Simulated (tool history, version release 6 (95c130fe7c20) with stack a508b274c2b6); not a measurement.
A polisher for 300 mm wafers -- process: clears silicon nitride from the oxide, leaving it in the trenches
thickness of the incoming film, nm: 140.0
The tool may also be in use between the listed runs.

run	hour	flow of slurry (ml/min)	pressure of the wafer on the pad (kPa)	speed of the pad under the wafer (m/s)	overpolish time after the end point (s)	time until the end point was called (s)
1	0.0	145	17.2	1.08	37	161.19
2	5.4	145	17.2	1.32	37	133.02
3	10.6	145	20.0	1.32	37	120.38
4	14.3	180	20.0	1.32	37	115.58
5	19.6	180	20.0	1.44	37	108.43
6	21.2	180	18.6	1.40	37	113.00

Run 7 is up next; what results do you expect?
7	26.3	175	17.2	1.36	37	?

time until the end point was called (s): 125.39

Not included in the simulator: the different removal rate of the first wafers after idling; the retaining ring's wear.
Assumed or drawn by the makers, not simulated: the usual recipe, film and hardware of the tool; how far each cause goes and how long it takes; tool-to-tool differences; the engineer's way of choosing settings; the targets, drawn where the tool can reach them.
